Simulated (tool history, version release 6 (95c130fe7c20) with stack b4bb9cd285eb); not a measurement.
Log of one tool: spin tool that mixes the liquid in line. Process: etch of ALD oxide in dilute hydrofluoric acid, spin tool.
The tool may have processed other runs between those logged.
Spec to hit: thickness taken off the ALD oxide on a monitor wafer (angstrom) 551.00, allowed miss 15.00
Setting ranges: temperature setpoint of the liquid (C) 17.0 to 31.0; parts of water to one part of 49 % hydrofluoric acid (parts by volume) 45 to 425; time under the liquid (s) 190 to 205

run	hour	temperature setpoint of the liquid (C)	parts of water to one part of 49 % hydrofluoric acid (parts by volume)	time under the liquid (s)	thickness taken off the ALD oxide on a monitor wafer (angstrom)
1	0.0	23.0	235	190	176.14
2	7.0	23.0	235	190	178.90
3	9.0	24.0	215	190	206.22
4	10.2	25.0	200	190	233.07
5	14.5	25.0	200	205	251.12
6	20.9	25.5	185	205	279.05
7	23.8	26.0	175	205	304.86
8	25.0	26.5	165	205	335.93
9	25.9	27.0	160	205	354.02
10	26.8	27.5	155	205	374.66
11	28.5	28.0	150	205	393.79
12	30.2	28.5	145	205	419.18
13	33.1	29.0	140	205	447.16
14	40.0	30.0	130	205	504.22

Next run, 4 choices. One meets every target within its allowed miss, the rest don't. Which?
A	46.9	30.0	135	205	?
B	46.9	31.0	150	205	?
C	46.9	31.0	125	205	?
D	46.9	30.5	145	205	?

move	thickness taken off the ALD oxide on a monitor wafer (angstrom)
A	486.85
B	445.19
C	552.76
D	455.42
A: further off than the last run
B: further off than the last run
C: every result within its allowed miss
D: further off than the last run
Answer: C

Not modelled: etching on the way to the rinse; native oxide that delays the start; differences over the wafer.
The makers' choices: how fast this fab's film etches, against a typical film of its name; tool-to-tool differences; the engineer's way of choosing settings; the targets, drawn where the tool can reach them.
